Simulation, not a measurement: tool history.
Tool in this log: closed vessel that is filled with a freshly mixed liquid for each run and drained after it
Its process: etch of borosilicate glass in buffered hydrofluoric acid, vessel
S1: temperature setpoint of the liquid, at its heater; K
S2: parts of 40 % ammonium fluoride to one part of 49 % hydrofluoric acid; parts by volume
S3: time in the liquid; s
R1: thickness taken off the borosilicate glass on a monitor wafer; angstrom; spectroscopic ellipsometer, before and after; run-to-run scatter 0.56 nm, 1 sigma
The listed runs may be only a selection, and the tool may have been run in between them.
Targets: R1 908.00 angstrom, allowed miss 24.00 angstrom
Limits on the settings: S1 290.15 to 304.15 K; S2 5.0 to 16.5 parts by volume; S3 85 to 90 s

run    day      S1    S2  S3       R1
  1  0.000  296.15  10.0  85  1069.90
  2  0.071  295.65  10.0  85  1041.20
  3  0.250  295.65  10.0  85  1038.20
  4  0.538  295.65   8.5  85  1210.70
  5  0.846  294.65   8.5  85  1132.10
  6  1.012  293.65   8.5  85  1094.80
  7  1.162  292.65   8.5  85  1021.70
     1.312  -- hydrofluoric acid flow meter replaced
  8  1.312  292.15   8.5  85   942.42
  9  1.471  292.15   8.5  85   947.42

4 candidate next runs follow, results not yet known. Just one meets every target within its allowed miss. Identify it.
  A  1.629  290.65   8.5  85   ?
  B  1.629  290.15   8.5  85   ?
  C  1.629  291.15  10.0  90   ?
  D  1.629  290.15   8.0  85   ?

move      R1
   A  874.90
   B  850.94
   C  835.00
   D  910.06
A: moves the result that the last run missed by most past its target, out the other side
B: moves the result that the last run missed by most past its target, out the other side
C: moves the result that the last run missed by most past its target, out the other side
D: hits every target within its allowed miss
D meets every target.

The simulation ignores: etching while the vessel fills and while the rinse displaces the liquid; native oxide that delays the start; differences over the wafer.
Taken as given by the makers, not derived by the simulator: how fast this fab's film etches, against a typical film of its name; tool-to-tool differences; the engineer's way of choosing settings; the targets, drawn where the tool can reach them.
